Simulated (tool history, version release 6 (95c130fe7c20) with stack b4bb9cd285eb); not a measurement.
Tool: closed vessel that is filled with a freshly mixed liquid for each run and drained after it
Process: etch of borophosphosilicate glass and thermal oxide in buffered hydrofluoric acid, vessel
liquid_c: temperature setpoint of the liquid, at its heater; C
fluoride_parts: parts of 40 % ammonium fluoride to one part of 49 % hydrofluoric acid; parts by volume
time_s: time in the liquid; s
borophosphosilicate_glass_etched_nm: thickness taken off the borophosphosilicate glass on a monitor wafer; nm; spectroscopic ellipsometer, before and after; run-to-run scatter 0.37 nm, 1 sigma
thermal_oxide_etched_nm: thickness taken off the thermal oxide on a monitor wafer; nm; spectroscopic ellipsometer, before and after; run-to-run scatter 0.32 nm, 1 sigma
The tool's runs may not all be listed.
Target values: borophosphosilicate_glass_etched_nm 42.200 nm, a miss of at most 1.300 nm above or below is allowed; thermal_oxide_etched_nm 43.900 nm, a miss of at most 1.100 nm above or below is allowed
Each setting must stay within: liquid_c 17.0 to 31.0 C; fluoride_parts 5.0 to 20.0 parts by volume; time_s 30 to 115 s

run  hour  liquid_c  fluoride_parts  time_s  borophosphosilicate_glass_etched_nm  thermal_oxide_etched_nm
  1   0.0      23.0            12.0      60                               56.388                   59.333
  2   5.3      23.0            10.0      60                               67.753                   70.357
  3   8.0      25.0            10.0      60                               73.743                   78.469
  4  15.7      24.0            10.5      60                               68.634                   70.486
  5  22.5      24.0             8.0      60                               86.926                   89.983
  6  31.2      23.0             8.5      60                               76.684                   80.688
  7  36.8      22.0             9.0      60                               68.053                   71.285
  8  39.5      21.5             9.5      60                               64.130                   66.170
  9  44.9      21.0            10.0      60                               59.926                   62.940
 10  52.0      20.5            10.0      60                               58.377                   61.377
 11  55.7      20.0            10.0      60                               57.645                   59.001

Exercise: of the 4 proposed moves below, exactly one satisfies all targets within the stated allowed misses. Which move is it?
  A  59.4      30.0            17.0      40                                    ?                        ?
  B  59.4      23.5            13.0      45                                    ?                        ?
  C  59.4      18.5             9.0      45                                    ?                        ?
  D  59.4      20.5            10.0      40                                    ?                        ?

move  borophosphosilicate_glass_etched_nm  thermal_oxide_etched_nm
   A                               38.851                   40.938
   B                               40.293                   42.273
   C                               42.388                   44.191
   D                               39.350                   41.128
A: pushes the last run's worst result past its target
B: pushes the last run's worst result past its target
C: every result within its allowed miss
D: pushes the last run's worst result past its target
The right move is C.
